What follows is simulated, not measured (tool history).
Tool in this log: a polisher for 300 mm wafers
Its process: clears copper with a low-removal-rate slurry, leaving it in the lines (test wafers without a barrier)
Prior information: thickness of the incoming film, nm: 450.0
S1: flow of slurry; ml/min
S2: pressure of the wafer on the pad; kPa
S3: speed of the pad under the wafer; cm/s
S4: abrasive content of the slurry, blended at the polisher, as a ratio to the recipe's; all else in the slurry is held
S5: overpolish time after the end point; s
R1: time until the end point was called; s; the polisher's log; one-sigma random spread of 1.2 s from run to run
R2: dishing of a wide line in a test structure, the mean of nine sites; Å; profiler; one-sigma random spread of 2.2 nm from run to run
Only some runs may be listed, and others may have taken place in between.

| run | hour | S1 | S2 | S3 | S4 | S5 | R1 | R2 |
|---|---|---|---|---|---|---|---|---|
| 1 | 0.0 | 150 | 29.0 | 140 | 1.0 | 27 | 81.666 | 849.98 |
| 2 | 7.7 | 150 | 29.0 | 140 | 0.8 | 27 | 84.051 | 840.10 |
| 3 | 14.5 | 150 | 29.0 | 158 | 0.8 | 27 | 75.915 | 926.45 |
| 4 | 19.8 | 130 | 29.0 | 158 | 0.8 | 27 | 78.018 | 888.89 |
| 5 | 26.3 | 130 | 29.0 | 142 | 0.8 | 27 | 87.011 | 833.93 |
| 6 | 30.9 | 130 | 29.6 | 142 | 0.8 | 28 | 85.521 | 847.26 |
| 7 | 39.2 | 130 | 30.3 | 142 | 0.8 | 29 | 82.844 | 892.72 |

What does the tool deliver on the next run?
| 8 | 45.2 | 130 | 31.0 | 142 | 0.8 | 30 | ? | ? |

R1: 82.398 s
R2: 936.62 Å
